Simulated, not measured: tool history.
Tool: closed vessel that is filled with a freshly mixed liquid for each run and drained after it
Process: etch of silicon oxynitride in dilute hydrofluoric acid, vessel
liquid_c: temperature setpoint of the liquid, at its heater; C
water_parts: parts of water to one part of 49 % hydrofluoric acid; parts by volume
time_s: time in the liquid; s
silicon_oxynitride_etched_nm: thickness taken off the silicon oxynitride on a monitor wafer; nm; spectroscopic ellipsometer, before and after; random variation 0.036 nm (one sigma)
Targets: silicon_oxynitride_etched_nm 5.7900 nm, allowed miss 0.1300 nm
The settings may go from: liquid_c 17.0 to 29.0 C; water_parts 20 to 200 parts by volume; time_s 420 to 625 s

{"run": 1, "hour": 0.0, "liquid_c": 21.0, "water_parts": 110, "time_s": 625, "silicon_oxynitride_etched_nm": 6.6337}
{"run": 2, "hour": 3.3, "liquid_c": 21.0, "water_parts": 110, "time_s": 625, "silicon_oxynitride_etched_nm": 6.6613}
{"run": 3, "hour": 10.1, "liquid_c": 21.0, "water_parts": 110, "time_s": 420, "silicon_oxynitride_etched_nm": 4.4595}
{"run": 4, "hour": 18.9, "liquid_c": 21.0, "water_parts": 125, "time_s": 420, "silicon_oxynitride_etched_nm": 3.878}
{"run": 5, "hour": 22.8, "liquid_c": 19.5, "water_parts": 125, "time_s": 420, "silicon_oxynitride_etched_nm": 3.5878}
{"run": 6, "hour": 25.8, "liquid_c": 19.5, "water_parts": 125, "time_s": 420, "silicon_oxynitride_etched_nm": 3.6171}
{"run": 7, "hour": 29.7, "liquid_c": 23.5, "water_parts": 120, "time_s": 420, "silicon_oxynitride_etched_nm": 4.5948}
{"run": 8, "hour": 32.2, "liquid_c": 25.0, "water_parts": 120, "time_s": 420, "silicon_oxynitride_etched_nm": 4.8646}

Which of these 5 next moves meets every target?
{"run": "A", "hour": 34.7, "liquid_c": 27.0, "water_parts": 130, "time_s": 515, "silicon_oxynitride_etched_nm": "?"}
{"run": "B", "hour": 34.7, "liquid_c": 25.5, "water_parts": 135, "time_s": 555, "silicon_oxynitride_etched_nm": "?"}
{"run": "C", "hour": 34.7, "liquid_c": 27.5, "water_parts": 110, "time_s": 420, "silicon_oxynitride_etched_nm": "?"}
{"run": "D", "hour": 34.7, "liquid_c": 20.5, "water_parts": 85, "time_s": 440, "silicon_oxynitride_etched_nm": "?"}
{"run": "E", "hour": 34.7, "liquid_c": 25.0, "water_parts": 115, "time_s": 515, "silicon_oxynitride_etched_nm": "?"}

move=A silicon_oxynitride_etched_nm=6.0041
move=B silicon_oxynitride_etched_nm=5.7956
move=C silicon_oxynitride_etched_nm=6.0283
move=D silicon_oxynitride_etched_nm=5.9922
move=E silicon_oxynitride_etched_nm=6.2751
A: takes the result that was furthest off past its target
B: meets every target
C: takes the result that was furthest off past its target
D: takes the result that was furthest off past its target
E: takes the result that was furthest off past its target
The right move is B.
